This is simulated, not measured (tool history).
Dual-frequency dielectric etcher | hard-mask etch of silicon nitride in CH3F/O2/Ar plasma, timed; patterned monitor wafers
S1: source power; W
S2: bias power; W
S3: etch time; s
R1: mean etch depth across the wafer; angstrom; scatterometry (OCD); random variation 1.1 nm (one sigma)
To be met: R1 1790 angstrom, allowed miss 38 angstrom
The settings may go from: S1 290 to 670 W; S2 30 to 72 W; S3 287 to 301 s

Run 1, day 0: S1 480 W, S2 51 W, S3 287 s. Result: R1 2043 angstrom.
Run 2, day 0.179: S1 440 W, S2 50 W, S3 287 s. Result: R1 1975.1 angstrom.
Run 3, day 0.383: S1 410 W, S2 49 W, S3 287 s. Result: R1 1894.3 angstrom.
Run 4, day 0.725: S1 400 W, S2 49 W, S3 287 s. Result: R1 1889.1 angstrom.
Run 5, day 1.079: S1 400 W, S2 57 W, S3 287 s. Result: R1 1948.7 angstrom.
Run 6, day 1.262: S1 380 W, S2 56 W, S3 287 s. Result: R1 1916.3 angstrom.
Run 7, day 1.567: S1 360 W, S2 55 W, S3 287 s. Result: R1 1860 angstrom.
Run 8, day 1.746: S1 350 W, S2 55 W, S3 287 s. Result: R1 1837.1 angstrom.

Which of these 4 next moves meets every target?
Run A, day 1.925: S1 360 W, S2 56 W, S3 297.5 s. Result: R1 ?.
Run B, day 1.925: S1 390 W, S2 51 W, S3 292 s. Result: R1 ?.
Run C, day 1.925: S1 330 W, S2 49 W, S3 296.5 s. Result: R1 ?.
Run D, day 1.925: S1 380 W, S2 49 W, S3 292.5 s. Result: R1 ?.

move      R1
   A  1948.8
   B  1923.9
   C  1813.4
   D  1888.5
A: further off than the last run
B: further off than the last run
C: meets every target
D: further off than the last run
Move C is the one to make.
